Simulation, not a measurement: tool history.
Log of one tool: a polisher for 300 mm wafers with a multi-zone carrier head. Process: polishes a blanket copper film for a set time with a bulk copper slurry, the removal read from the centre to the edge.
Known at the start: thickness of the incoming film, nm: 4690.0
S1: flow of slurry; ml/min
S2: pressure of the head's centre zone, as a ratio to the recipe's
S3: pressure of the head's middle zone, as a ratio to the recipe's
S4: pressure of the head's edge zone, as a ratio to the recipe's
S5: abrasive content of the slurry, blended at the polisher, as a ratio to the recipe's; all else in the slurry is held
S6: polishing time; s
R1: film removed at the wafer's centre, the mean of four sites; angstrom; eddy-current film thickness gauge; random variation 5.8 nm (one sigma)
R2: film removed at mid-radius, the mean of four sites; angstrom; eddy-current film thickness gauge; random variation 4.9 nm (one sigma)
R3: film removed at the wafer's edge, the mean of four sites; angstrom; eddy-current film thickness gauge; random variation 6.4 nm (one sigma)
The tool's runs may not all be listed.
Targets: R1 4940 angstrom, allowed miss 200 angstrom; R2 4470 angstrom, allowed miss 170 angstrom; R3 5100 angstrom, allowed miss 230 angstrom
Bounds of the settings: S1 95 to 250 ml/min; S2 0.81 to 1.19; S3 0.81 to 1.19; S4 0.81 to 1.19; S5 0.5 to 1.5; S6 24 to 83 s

run,hour,S1,S2,S3,S4,S5,S6,R1,R2,R3
1,0,160,1,1,1,1,53,4476.2,4067.8,3872
2,4.1,165,0.99,0.98,1.03,1.1,54,4480.3,4139.9,4086.3
3,5.9,165,0.94,0.98,1.03,1.1,54,4386.8,4084.9,4081.9
4,8,165,0.94,0.98,1.11,1.1,54,4310.4,4042.9,4245.3
5,14.3,165,1.02,0.98,1.11,1.1,54,4598.7,4090.4,4258.1
6,23.3,165,1.08,0.98,1.11,1.1,54,5002.9,4138.6,4365.6
7,28.8,165,1.06,0.98,1.12,1.15,55,4869.7,4156.3,4308.2
8,36.2,170,1.04,0.97,1.13,1.15,56,4923.1,4357.2,4412.8
# hour 42.9: centre zone pressure recalibrated
9,42.9,155,1.03,0.98,1.14,1.15,57,4466.5,4273.5,4548.2
10,45.9,155,1.03,0.97,1.15,1.15,58,4485.6,4336.6,4685.7
11,54,160,1.03,0.96,1.16,1.15,59,4621.1,4392.1,4750.7

5 next moves are on the table. One of them brings every result within its allowed miss. Which?
A,62.1,195,1,1.07,1.14,1.25,55,?,?,?
B,62.1,175,0.98,0.97,1.13,1.2,58,?,?,?
C,62.1,140,1.01,1.03,1.08,1.1,58,?,?,?
D,62.1,165,1.04,0.9,1.14,1.1,63,?,?,?
E,62.1,135,1,0.98,1.11,1.2,61,?,?,?

move,R1,R2,R3
A,4312.6,4809.8,4602.6
B,4339,4558.5,4747
C,4202.6,4529,4434
D,4882.7,4545.3,5082.9
E,4384.2,4582.6,4759.4
A: further off than the last run
B: further off than the last run
C: further off than the last run
D: meets every target
E: further off than the last run
Move D is the one to make.
